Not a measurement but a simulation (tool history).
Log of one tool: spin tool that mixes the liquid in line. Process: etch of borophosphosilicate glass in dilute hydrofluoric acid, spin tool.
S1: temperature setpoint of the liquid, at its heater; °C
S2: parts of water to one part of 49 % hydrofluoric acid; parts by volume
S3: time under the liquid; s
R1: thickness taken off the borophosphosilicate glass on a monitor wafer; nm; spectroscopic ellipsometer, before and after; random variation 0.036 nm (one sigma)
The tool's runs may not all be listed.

run 1 hour=0.0 | S1=25.0 S2=140 S3=15 | R1=6.7860
run 2 hour=6.1 | S1=28.0 S2=140 S3=15 | R1=7.5597
run 3 hour=10.6 | S1=28.0 S2=165 S3=15 | R1=6.1933
run 4 hour=17.9 | S1=25.5 S2=165 S3=15 | R1=5.7246
run 5 hour=22.5 | S1=23.5 S2=165 S3=15 | R1=5.2258
run 6 hour=28.9 | S1=25.5 S2=165 S3=15 | R1=5.7113

Forecast run 7:
run 7 hour=36.2 | S1=21.5 S2=170 S3=15 | R1=?

R1: 4.6814 nm

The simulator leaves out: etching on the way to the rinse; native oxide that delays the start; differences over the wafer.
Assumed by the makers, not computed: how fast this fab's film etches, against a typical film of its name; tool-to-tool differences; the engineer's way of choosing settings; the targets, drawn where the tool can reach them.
